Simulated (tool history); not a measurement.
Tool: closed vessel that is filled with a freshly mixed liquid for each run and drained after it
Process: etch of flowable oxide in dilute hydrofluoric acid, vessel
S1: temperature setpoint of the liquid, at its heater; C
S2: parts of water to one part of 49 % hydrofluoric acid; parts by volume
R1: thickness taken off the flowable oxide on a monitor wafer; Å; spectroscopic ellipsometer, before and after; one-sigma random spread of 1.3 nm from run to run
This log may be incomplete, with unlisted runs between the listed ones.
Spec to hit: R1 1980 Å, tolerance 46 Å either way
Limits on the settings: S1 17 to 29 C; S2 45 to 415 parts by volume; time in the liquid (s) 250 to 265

run 1 hour=0 | S1=21 S2=230 time_in_the_liquid_(s)=250 | R1=606.84
run 2 hour=2.6 | S1=23 S2=180 time_in_the_liquid_(s)=250 | R1=892.71
run 3 hour=4.3 | S1=20.5 S2=180 time_in_the_liquid_(s)=250 | R1=808.02
run 4 hour=13 | S1=23 S2=150 time_in_the_liquid_(s)=250 | R1=1113
run 5 hour=22.3 | S1=23 S2=150 time_in_the_liquid_(s)=250 | R1=1117.2
run 6 hour=23.5 | S1=24.5 S2=135 time_in_the_liquid_(s)=250 | R1=1309.4
run 7 hour=30.7 | S1=24.5 S2=135 time_in_the_liquid_(s)=250 | R1=1337.1
run 8 hour=32.2 | S1=26 S2=130 time_in_the_liquid_(s)=250 | R1=1469.1
run 9 hour=38.7 | S1=27 S2=125 time_in_the_liquid_(s)=250 | R1=1602.9
run 10 hour=39.6 | S1=29 S2=100 time_in_the_liquid_(s)=250 | R1=2235.9

Consider the 5 candidate settings below. Which is the only one whose results all fall within their allowed miss of target?
run A hour=40.5 | S1=28 S2=115 time_in_the_liquid_(s)=260 | R1=?
run B hour=40.5 | S1=28.5 S2=115 time_in_the_liquid_(s)=250 | R1=?
run C hour=40.5 | S1=27 S2=110 time_in_the_liquid_(s)=250 | R1=?
run D hour=40.5 | S1=27.5 S2=115 time_in_the_liquid_(s)=265 | R1=?
run E hour=40.5 | S1=29 S2=110 time_in_the_liquid_(s)=250 | R1=?

move=A R1=1925.8
move=B R1=1886.9
move=C R1=1876
move=D R1=1926.1
move=E R1=2023.6
A: the result that was furthest off in the last run now lies on the other side of its target
B: the result that was furthest off in the last run now lies on the other side of its target
C: the result that was furthest off in the last run now lies on the other side of its target
D: the result that was furthest off in the last run now lies on the other side of its target
E: in spec on every target
So the answer is move E, the one that meets all the targets.
